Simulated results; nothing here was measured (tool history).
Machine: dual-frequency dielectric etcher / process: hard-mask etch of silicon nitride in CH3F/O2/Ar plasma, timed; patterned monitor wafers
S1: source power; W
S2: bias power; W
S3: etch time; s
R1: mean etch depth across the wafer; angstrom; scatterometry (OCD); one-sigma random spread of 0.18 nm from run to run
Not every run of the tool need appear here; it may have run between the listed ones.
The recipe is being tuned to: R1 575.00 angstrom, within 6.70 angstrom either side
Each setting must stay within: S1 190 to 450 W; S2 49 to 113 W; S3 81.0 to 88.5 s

| run | day | S1 | S2 | S3 | R1 |
|---|---|---|---|---|---|
| 1 | 0.000 | 320 | 81 | 88.5 | 671.92 |
| 2 | 0.142 | 310 | 81 | 88.5 | 663.74 |
| 3 | 0.479 | 300 | 81 | 88.5 | 651.80 |
| 4 | 0.604 | 300 | 81 | 88.5 | 652.56 |
| 5 | 0.683 | 260 | 81 | 88.5 | 609.34 |
| 6 | 0.812 | 260 | 90 | 88.5 | 632.13 |
| 7 | 1.162 | 250 | 90 | 88.5 | 620.32 |
| 8 | 1.254 | 240 | 90 | 88.5 | 606.45 |

Exercise: of the 4 proposed moves below, exactly one satisfies all targets within the stated allowed misses. Which move is it?
| A | 1.346 | 260 | 82 | 83.0 | ? |
| B | 1.346 | 250 | 77 | 84.0 | ? |
| C | 1.346 | 230 | 86 | 85.0 | ? |
| D | 1.346 | 220 | 92 | 85.0 | ? |

| move | R1 |
|---|---|
| A | 570.28 |
| B | 553.47 |
| C | 557.34 |
| D | 557.62 |
A: each result inside its tolerance
B: carries the result that was furthest off beyond its target, to the other side
C: carries the result that was furthest off beyond its target, to the other side
D: carries the result that was furthest off beyond its target, to the other side
Correct choice: A, which meets every target

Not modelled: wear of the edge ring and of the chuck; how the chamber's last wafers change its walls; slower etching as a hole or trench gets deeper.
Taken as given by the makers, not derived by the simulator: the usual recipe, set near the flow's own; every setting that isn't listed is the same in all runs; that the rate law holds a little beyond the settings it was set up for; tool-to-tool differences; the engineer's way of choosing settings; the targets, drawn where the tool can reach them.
